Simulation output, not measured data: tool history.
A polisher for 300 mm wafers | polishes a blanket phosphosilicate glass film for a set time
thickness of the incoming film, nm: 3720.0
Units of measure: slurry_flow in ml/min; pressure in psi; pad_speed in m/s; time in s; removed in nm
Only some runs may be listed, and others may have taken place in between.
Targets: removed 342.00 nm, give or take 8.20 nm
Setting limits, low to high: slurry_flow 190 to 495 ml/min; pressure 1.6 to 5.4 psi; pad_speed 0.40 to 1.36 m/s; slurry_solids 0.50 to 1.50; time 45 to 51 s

run	hour	slurry_flow	pressure	pad_speed	slurry_solids	time	removed
1	0.0	320	3.5	0.88	1.00	51	404.46
2	3.4	320	3.5	0.98	1.00	51	434.42
3	10.3	320	3.4	0.98	1.00	51	417.17
4	11.0	320	3.3	0.98	1.00	51	410.17
5	17.4	320	3.2	0.98	1.00	51	398.12
6	25.8	320	3.1	0.98	1.00	51	382.92
7	29.4	315	2.9	0.98	1.00	51	364.14
8	32.1	315	2.8	0.98	1.00	51	349.03

Which of these 5 next moves meets every target?
A	34.8	325	3.3	0.92	1.05	46	?
B	34.8	305	2.8	1.06	1.25	46	?
C	34.8	310	2.5	1.12	1.05	50	?
D	34.8	310	2.9	1.02	0.95	50	?
E	34.8	340	2.9	1.02	0.95	51	?

move	removed
A	358.66
B	352.91
C	337.00
D	352.89
E	364.35
A: its largest miss is bigger than the last run's
B: its largest miss is bigger than the last run's
C: in spec on every target
D: its largest miss is bigger than the last run's
E: its largest miss is bigger than the last run's
So the answer is move C, the one that meets all the targets.
